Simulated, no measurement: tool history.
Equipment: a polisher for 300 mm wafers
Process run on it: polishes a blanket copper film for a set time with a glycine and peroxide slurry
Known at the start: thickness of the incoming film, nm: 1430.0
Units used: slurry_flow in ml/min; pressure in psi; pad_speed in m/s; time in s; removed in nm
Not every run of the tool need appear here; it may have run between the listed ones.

{"run": 1, "hour": 0.0, "slurry_flow": 245, "pressure": 2.8, "pad_speed": 0.92, "time": 25, "removed": 114.87}
{"run": 2, "hour": 7.3, "slurry_flow": 245, "pressure": 3, "pad_speed": 0.92, "time": 25, "removed": 123.69}
{"run": 3, "hour": 16.2, "slurry_flow": 245, "pressure": 3.1, "pad_speed": 0.92, "time": 25, "removed": 125.35}
{"run": 4, "hour": 22.8, "slurry_flow": 245, "pressure": 3.2, "pad_speed": 0.92, "time": 25, "removed": 129.36}
{"run": 5, "hour": 28.0, "slurry_flow": 245, "pressure": 3.3, "pad_speed": 0.92, "time": 25, "removed": 131.11}
{"run": 6, "hour": 32.1, "slurry_flow": 270, "pressure": 3.3, "pad_speed": 0.92, "time": 25, "removed": 133.72}

What will run 7 give?
{"run": 7, "hour": 38.5, "slurry_flow": 270, "pressure": 3.4, "pad_speed": 0.92, "time": 25, "removed": "?"}

{"run 7": {"removed": 136.96}}
